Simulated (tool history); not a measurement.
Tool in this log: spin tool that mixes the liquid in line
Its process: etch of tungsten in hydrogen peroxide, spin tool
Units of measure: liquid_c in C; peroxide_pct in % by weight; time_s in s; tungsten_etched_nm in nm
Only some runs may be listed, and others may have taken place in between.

Run 1, day 0.000: liquid_c 49.0 C, peroxide_pct 22.5 % by weight, time_s 15 s. Result: tungsten_etched_nm 26.366 nm.
Run 2, day 0.333: liquid_c 49.0 C, peroxide_pct 20.5 % by weight, time_s 15 s. Result: tungsten_etched_nm 25.089 nm.
Run 3, day 0.421: liquid_c 49.0 C, peroxide_pct 20.5 % by weight, time_s 15 s. Result: tungsten_etched_nm 24.674 nm.
Run 4, day 0.596: liquid_c 53.5 C, peroxide_pct 20.5 % by weight, time_s 15 s. Result: tungsten_etched_nm 32.492 nm.
Run 5, day 0.846: liquid_c 54.5 C, peroxide_pct 20.5 % by weight, time_s 15 s. Result: tungsten_etched_nm 34.397 nm.
At day 1.042: peroxide flow meter replaced.
Run 6, day 1.042: liquid_c 48.5 C, peroxide_pct 20.5 % by weight, time_s 15 s. Result: tungsten_etched_nm 24.727 nm.
Run 7, day 1.279: liquid_c 50.0 C, peroxide_pct 20.5 % by weight, time_s 15 s. Result: tungsten_etched_nm 27.273 nm.
Run 8, day 1.588: liquid_c 51.5 C, peroxide_pct 20.5 % by weight, time_s 15 s. Result: tungsten_etched_nm 30.104 nm.

Run 9, settings as shown, results not yet in. Your forecast:
Run 9, day 1.654: liquid_c 52.5 C, peroxide_pct 20.5 % by weight, time_s 15 s. Result: tungsten_etched_nm ?.

tungsten_etched_nm: 31.625 nm
